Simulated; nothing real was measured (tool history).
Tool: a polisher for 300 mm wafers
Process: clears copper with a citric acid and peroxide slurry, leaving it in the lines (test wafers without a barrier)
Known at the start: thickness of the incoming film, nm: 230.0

run	hour	flow of slurry (ml/min)	pressure of the wafer on the pad (kPa)	speed of the pad under the wafer (m/s)	abrasive content of the slurry	overpolish time after the end point (s)	time until the end point was called (s)	dishing of a wide line in a test structure (nm)
1	0	185	15.2	1.16	1	20	122.57	15.225
2	1.8	185	15.2	1.16	0.85	20	129.02	15.298
3	10.7	185	15.2	1.18	1	17	121.52	14.37
4	16.1	185	15.2	1.2	1.1	14	115.37	13.119
5	17.4	185	15.9	1.2	1.15	12	110.43	13.183
6	24.7	185	15.9	1.26	1.25	11	101.83	12.7
7	26.2	185	15.9	1.28	1.3	10	100.85	12.384

The next listed run, before its measurement:
8	29.4	185	15.9	1.3	1.35	9	?	?

Run 8 gave time until the end point was called (s) 99.06, dishing of a wide line in a test structure (nm) 11.267.

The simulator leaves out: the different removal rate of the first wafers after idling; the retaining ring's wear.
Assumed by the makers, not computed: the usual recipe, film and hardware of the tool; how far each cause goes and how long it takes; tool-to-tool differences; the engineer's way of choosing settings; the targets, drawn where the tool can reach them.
